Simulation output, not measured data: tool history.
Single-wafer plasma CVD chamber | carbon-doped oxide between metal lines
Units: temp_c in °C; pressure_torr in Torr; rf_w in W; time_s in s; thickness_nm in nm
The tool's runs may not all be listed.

{"run": 1, "hour": 0.0, "temp_c": 325, "pressure_torr": 5.64, "rf_w": 570, "time_s": 13.5, "thickness_nm": 81.771}
{"run": 2, "hour": 6.1, "temp_c": 325, "pressure_torr": 5.1, "rf_w": 570, "time_s": 13.5, "thickness_nm": 80.587}
{"run": 3, "hour": 7.7, "temp_c": 325, "pressure_torr": 5.1, "rf_w": 635, "time_s": 13.5, "thickness_nm": 85.767}
{"run": 4, "hour": 13.1, "temp_c": 328, "pressure_torr": 4.8, "rf_w": 605, "time_s": 13.4, "thickness_nm": 80.589}
{"run": 5, "hour": 21.2, "temp_c": 332, "pressure_torr": 4.57, "rf_w": 600, "time_s": 13.4, "thickness_nm": 78.965}
{"run": 6, "hour": 22.9, "temp_c": 334, "pressure_torr": 4.33, "rf_w": 590, "time_s": 13.4, "thickness_nm": 77.27}
{"run": 7, "hour": 27.0, "temp_c": 336, "pressure_torr": 4.15, "rf_w": 580, "time_s": 13.4, "thickness_nm": 75.882}

The next listed run, before its measurement:
{"run": 8, "hour": 31.4, "temp_c": 338, "pressure_torr": 4.02, "rf_w": 570, "time_s": 13.4, "thickness_nm": "?"}

thickness_nm: 73.959 nm
